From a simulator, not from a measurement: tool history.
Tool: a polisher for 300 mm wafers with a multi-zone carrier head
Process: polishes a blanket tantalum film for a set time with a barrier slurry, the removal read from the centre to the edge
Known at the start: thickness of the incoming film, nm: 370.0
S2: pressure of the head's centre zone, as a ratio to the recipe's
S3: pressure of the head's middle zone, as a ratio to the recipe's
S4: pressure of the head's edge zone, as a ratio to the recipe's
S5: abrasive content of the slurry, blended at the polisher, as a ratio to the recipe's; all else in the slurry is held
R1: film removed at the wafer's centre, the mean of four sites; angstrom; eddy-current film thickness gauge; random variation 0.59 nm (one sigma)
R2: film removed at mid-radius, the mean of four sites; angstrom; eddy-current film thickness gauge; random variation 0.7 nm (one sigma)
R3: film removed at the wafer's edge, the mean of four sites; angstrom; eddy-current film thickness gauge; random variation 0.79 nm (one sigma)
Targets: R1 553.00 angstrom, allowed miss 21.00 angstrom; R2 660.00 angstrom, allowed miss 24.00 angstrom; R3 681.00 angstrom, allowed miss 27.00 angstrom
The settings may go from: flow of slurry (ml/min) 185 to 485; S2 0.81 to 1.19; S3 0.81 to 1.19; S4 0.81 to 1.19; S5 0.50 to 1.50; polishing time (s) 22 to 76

Run 1, hour 0.0: flow of slurry (ml/min) 310, S2 1.00, S3 1.00, S4 1.00, S5 1.00, polishing time (s) 49. Result: R1 678.44 angstrom, R2 688.57 angstrom, R3 723.90 angstrom.
Run 2, hour 1.8: flow of slurry (ml/min) 310, S2 1.00, S3 1.00, S4 1.00, S5 1.00, polishing time (s) 41. Result: R1 564.03 angstrom, R2 574.92 angstrom, R3 613.91 angstrom.
Run 3, hour 3.2: flow of slurry (ml/min) 310, S2 1.00, S3 1.00, S4 1.00, S5 1.00, polishing time (s) 31. Result: R1 430.94 angstrom, R2 445.69 angstrom, R3 448.18 angstrom.
Run 4, hour 11.7: flow of slurry (ml/min) 305, S2 0.98, S3 1.02, S4 1.04, S5 1.15, polishing time (s) 33. Result: R1 472.71 angstrom, R2 495.04 angstrom, R3 504.35 angstrom.
Run 5, hour 17.9: flow of slurry (ml/min) 305, S2 0.94, S3 1.03, S4 1.07, S5 1.25, polishing time (s) 35. Result: R1 483.86 angstrom, R2 536.59 angstrom, R3 555.96 angstrom.
At hour 19.7: slurry nozzle cleaned.
Run 6, hour 19.7: flow of slurry (ml/min) 310, S2 0.93, S3 1.05, S4 1.09, S5 1.35, polishing time (s) 36. Result: R1 531.85 angstrom, R2 596.38 angstrom, R3 618.59 angstrom.
Run 7, hour 22.9: flow of slurry (ml/min) 330, S2 0.92, S3 1.07, S4 1.11, S5 1.35, polishing time (s) 36. Result: R1 542.10 angstrom, R2 611.82 angstrom, R3 637.12 angstrom.
Run 8, hour 29.6: flow of slurry (ml/min) 340, S2 0.91, S3 1.08, S4 1.12, S5 1.35, polishing time (s) 36. Result: R1 530.77 angstrom, R2 631.03 angstrom, R3 631.55 angstrom.

Which of these 5 next moves meets every target?
Run A, hour 36.3: flow of slurry (ml/min) 415, S2 0.88, S3 1.06, S4 1.13, S5 1.45, polishing time (s) 38. Result: R1 ?, R2 ?, R3 ?.
Run B, hour 36.3: flow of slurry (ml/min) 270, S2 0.87, S3 1.17, S4 1.07, S5 1.00, polishing time (s) 38. Result: R1 ?, R2 ?, R3 ?.
Run C, hour 36.3: flow of slurry (ml/min) 340, S2 0.81, S3 1.12, S4 1.16, S5 1.50, polishing time (s) 38. Result: R1 ?, R2 ?, R3 ?.
Run D, hour 36.3: flow of slurry (ml/min) 295, S2 0.81, S3 1.13, S4 1.14, S5 1.40, polishing time (s) 38. Result: R1 ?, R2 ?, R3 ?.
Run E, hour 36.3: flow of slurry (ml/min) 435, S2 0.84, S3 1.11, S4 1.17, S5 1.30, polishing time (s) 37. Result: R1 ?, R2 ?, R3 ?.

move      R1      R2      R3
   A  556.06  671.65  676.06
   B  482.23  631.29  583.75
   C  506.06  690.15  681.03
   D  491.27  674.93  658.20
   E  506.55  660.59  655.97
A: meets every target
B: further off than the last run
C: brings the result that was furthest off to its target, and leaves another outside
D: brings the result that was furthest off to its target, and leaves another outside
E: brings the result that was furthest off to its target, and leaves another outside
Answer: A

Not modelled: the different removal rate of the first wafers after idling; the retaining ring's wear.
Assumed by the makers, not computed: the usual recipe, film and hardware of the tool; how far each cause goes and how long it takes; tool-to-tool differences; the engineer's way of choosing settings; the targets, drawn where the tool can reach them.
